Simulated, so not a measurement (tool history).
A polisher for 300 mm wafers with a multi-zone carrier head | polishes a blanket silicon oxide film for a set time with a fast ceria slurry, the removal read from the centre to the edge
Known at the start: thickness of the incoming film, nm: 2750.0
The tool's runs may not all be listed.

run	hour	flow of slurry (ml/min)	pressure of the head's centre zone	pressure of the head's middle zone	pressure of the head's edge zone	polishing time (s)	film removed at the wafer's centre (Å)	film removed at mid-radius (Å)	film removed at the wafer's edge (Å)
1	0.0	140	1.00	1.00	1.00	75	11828	11754	11838
2	3.3	140	1.00	1.00	1.00	90	14276	14114	14440
3	9.4	135	0.99	0.99	1.02	90	13858	13880	14687
4	16.9	130	0.99	0.98	1.02	90	13777	13932	14539
5	25.7	130	0.99	1.02	1.02	90	13774	14056	14459
6	32.0	130	1.05	1.02	1.02	90	14852	14092	14351
7	37.2	120	1.04	1.00	1.03	90	14127	13675	14435
8	46.2	115	1.04	0.99	1.04	90	14129	13670	14455
9	50.3	110	1.04	0.98	1.05	90	14184	13562	14468

The next listed run, before its measurement:
10	57.9	105	1.03	0.97	1.06	90	?	?	?

film removed at the wafer's centre (Å): 13881
film removed at mid-radius (Å): 13309
film removed at the wafer's edge (Å): 14343

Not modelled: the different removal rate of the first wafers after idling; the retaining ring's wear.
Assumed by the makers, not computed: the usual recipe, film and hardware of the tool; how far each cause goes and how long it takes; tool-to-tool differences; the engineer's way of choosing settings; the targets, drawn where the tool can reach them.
